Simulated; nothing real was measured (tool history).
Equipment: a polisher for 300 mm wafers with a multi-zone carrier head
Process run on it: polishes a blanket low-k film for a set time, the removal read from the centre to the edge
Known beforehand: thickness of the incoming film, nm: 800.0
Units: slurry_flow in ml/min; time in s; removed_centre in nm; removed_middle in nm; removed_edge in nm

Run 1, hour 0: slurry_flow 260 ml/min, centre_zone 1, middle_zone 1, edge_zone 1, slurry_solids 1, time 31 s. Result: removed_centre 14.502 nm, removed_middle 12.782 nm, removed_edge 12.905 nm.
Run 2, hour 1.1: slurry_flow 250 ml/min, centre_zone 0.94, middle_zone 0.97, edge_zone 0.98, slurry_solids 0.9, time 31 s. Result: removed_centre 12.182 nm, removed_middle 11.416 nm, removed_edge 11.952 nm.
Run 3, hour 8: slurry_flow 240 ml/min, centre_zone 0.92, middle_zone 0.96, edge_zone 0.96, slurry_solids 0.9, time 31 s. Result: removed_centre 12.131 nm, removed_middle 11.242 nm, removed_edge 11.684 nm.
Run 4, hour 11.2: slurry_flow 235 ml/min, centre_zone 0.89, middle_zone 0.95, edge_zone 0.95, slurry_solids 0.9, time 31 s. Result: removed_centre 11.64 nm, removed_middle 11.228 nm, removed_edge 11.496 nm.
Run 5, hour 13.5: slurry_flow 235 ml/min, centre_zone 0.89, middle_zone 0.95, edge_zone 0.95, slurry_solids 0.9, time 27 s. Result: removed_centre 9.7816 nm, removed_middle 9.8313 nm, removed_edge 10.158 nm.
Run 6, hour 15.8: slurry_flow 250 ml/min, centre_zone 0.9, middle_zone 0.96, edge_zone 0.98, slurry_solids 0.9, time 27 s. Result: removed_centre 10.283 nm, removed_middle 9.8746 nm, removed_edge 10.541 nm.

Forecast run 7:
Run 7, hour 17.6: slurry_flow 260 ml/min, centre_zone 0.9, middle_zone 0.98, edge_zone 0.99, slurry_solids 0.9, time 27 s. Result: removed_centre ?, removed_middle ?, removed_edge ?.

removed_centre: 10.271 nm
removed_middle: 10.13 nm
removed_edge: 10.465 nm
